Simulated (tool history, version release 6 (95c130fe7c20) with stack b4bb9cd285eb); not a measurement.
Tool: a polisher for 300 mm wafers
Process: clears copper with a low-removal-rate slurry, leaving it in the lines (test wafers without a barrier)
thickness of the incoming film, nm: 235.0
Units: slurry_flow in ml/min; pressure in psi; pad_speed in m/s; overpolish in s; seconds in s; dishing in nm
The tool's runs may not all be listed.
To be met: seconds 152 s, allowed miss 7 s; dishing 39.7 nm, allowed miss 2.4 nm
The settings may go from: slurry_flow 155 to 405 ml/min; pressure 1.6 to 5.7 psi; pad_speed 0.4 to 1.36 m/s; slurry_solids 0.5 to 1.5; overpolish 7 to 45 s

run,hour,slurry_flow,pressure,pad_speed,slurry_solids,overpolish,seconds,dishing
1,0,260,3.6,0.88,1,23,62.063,52.81
2,5.9,260,3.6,0.88,1,16,63.053,40.353
3,14.5,260,3.6,0.88,1.2,16,62.309,40.727
4,17.4,255,3.1,0.8,1.2,21,78.431,41.399
5,23.1,255,2.8,0.76,1.2,24,90.023,39.433
# hour 26.1: worn pad replaced by a new one
6,26.1,255,2.5,0.72,1.2,27,96.216,41.25
7,29.6,250,2.3,0.66,1.2,29,115.27,38.567
8,30.8,245,2.1,0.64,1.2,31,126.92,36.298
9,34.3,240,2,0.64,1.2,33,134.88,36.302
10,41.9,235,2,0.64,1.2,35,139.55,38.559
11,45.5,220,1.7,0.64,1.2,38,159.9,35.309
12,50.6,225,1.7,0.64,1.2,38,157.83,35.53
13,58.6,230,1.7,0.64,1.2,38,160.86,36.364
14,66.9,240,1.7,0.64,1.2,38,160.42,36.379

4 next moves are on the table. One of them brings every result within its allowed miss. Which?
A,75.2,350,2,0.6,1.35,41,?,?
B,75.2,195,2,0.66,1.25,40,?,?
C,75.2,160,2.6,0.5,1.25,36,?,?
D,75.2,310,2.1,0.5,1.3,40,?,?

move,seconds,dishing
A,137.29,45.849
B,136.84,45.055
C,140.44,41.178
D,156,40.575
A: takes the result that was furthest off past its target
B: takes the result that was furthest off past its target
C: brings the result that was furthest off to its target, and leaves another outside
D: meets every target
Move D is the one to make.
